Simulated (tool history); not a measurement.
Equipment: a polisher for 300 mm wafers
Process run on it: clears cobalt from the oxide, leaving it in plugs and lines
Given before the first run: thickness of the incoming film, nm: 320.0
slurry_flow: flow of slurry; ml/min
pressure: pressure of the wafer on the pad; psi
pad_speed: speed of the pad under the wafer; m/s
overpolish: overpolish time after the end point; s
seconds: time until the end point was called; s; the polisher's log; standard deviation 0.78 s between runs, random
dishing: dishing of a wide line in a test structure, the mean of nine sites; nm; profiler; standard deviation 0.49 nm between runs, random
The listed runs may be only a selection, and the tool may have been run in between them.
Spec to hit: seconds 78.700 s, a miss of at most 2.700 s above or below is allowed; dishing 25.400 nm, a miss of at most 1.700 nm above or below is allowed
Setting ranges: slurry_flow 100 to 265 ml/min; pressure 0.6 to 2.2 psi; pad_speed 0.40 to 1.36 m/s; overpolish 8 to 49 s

run	hour	slurry_flow	pressure	pad_speed	overpolish	seconds	dishing
1	0.0	170	1.4	0.88	25	88.992	52.996
2	2.8	170	1.6	0.88	25	80.904	56.957
3	9.5	165	1.4	0.96	20	83.741	47.408
4	16.6	145	1.2	1.08	17	87.661	43.171
5	18.5	180	1.2	1.08	17	83.980	42.687
6	22.4	180	1.2	1.08	21	86.231	50.417
7	31.2	170	1.2	1.08	9	84.738	25.903
8	37.4	175	1.2	1.08	9	85.854	25.840
9	44.4	180	1.2	1.08	9	86.192	26.218

Pick the move, out of 5, that brings all results within their allowed miss; only one does.
A	51.4	165	1.4	1.18	9	?	?
B	51.4	175	1.5	1.10	9	?	?
C	51.4	200	1.2	1.04	9	?	?
D	51.4	160	1.2	1.22	8	?	?
E	51.4	190	1.4	1.18	9	?	?

move	seconds	dishing
A	71.444	30.763
B	71.092	30.886
C	86.467	26.317
D	78.346	25.885
E	70.279	31.173
A: moves the result that the last run missed by most past its target, out the other side
B: moves the result that the last run missed by most past its target, out the other side
C: about the same distance from the targets as the last run
D: meets every target
E: moves the result that the last run missed by most past its target, out the other side
D is the move that brings every result within its allowed miss.
